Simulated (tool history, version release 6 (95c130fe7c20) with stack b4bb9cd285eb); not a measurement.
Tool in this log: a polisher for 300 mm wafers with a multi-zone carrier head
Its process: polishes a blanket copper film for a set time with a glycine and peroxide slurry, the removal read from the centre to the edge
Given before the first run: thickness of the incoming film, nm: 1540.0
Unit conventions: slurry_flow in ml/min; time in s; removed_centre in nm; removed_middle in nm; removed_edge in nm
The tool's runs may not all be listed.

| run | hour | slurry_flow | centre_zone | middle_zone | edge_zone | time | removed_centre | removed_middle | removed_edge |
|---|---|---|---|---|---|---|---|---|---|
| 1 | 0.0 | 240 | 1.00 | 1.00 | 1.00 | 77 | 466.08 | 469.22 | 448.75 |
| 2 | 3.1 | 240 | 1.00 | 1.00 | 1.00 | 63 | 383.41 | 385.07 | 365.58 |
| 3 | 4.1 | 230 | 0.95 | 0.95 | 1.02 | 62 | 350.49 | 358.87 | 368.19 |
| 4 | 6.0 | 230 | 0.95 | 0.95 | 0.98 | 62 | 348.27 | 359.14 | 360.50 |
| 5 | 13.3 | 220 | 0.93 | 0.92 | 0.99 | 62 | 333.59 | 343.35 | 355.39 |
| 6 | 14.1 | 210 | 0.91 | 0.90 | 1.01 | 62 | 321.42 | 339.04 | 362.00 |

Run 7 comes next. What will it give?
| 7 | 23.0 | 205 | 0.90 | 0.88 | 1.02 | 62 | ? | ? | ? |

{"run 7": {"removed_centre": 324.55, "removed_middle": 329.43, "removed_edge": 363.75}}

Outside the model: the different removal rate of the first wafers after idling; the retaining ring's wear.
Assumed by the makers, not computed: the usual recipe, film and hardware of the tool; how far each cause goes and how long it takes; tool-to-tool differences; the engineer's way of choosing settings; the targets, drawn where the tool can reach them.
